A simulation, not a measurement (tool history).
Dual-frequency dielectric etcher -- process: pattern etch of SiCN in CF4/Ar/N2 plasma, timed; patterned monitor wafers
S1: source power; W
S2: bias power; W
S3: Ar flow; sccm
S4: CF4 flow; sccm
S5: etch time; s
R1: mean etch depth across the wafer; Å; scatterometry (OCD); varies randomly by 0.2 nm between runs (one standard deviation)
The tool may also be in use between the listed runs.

run  hour   S1   S2  S3  S4    S5      R1
  1   0.0  490   91  71  44  35.5  413.59
  2   3.6  490  101  71  44  35.5  427.63
  3   8.4  490  101  60  44  35.5  437.69
  4  11.9  500  101  60  44  35.5  442.16
  5  15.4  430  101  60  44  35.5  384.95
     22.6  -- wet clean of the chamber
  6  22.6  430  101  60  39  35.5  367.09
  7  26.4  460  102  60  39  35.5  394.24

Run 8 comes next. What will it give?
  8  27.1  480  102  60  39  35.5   ?

R1: 406.81 Å
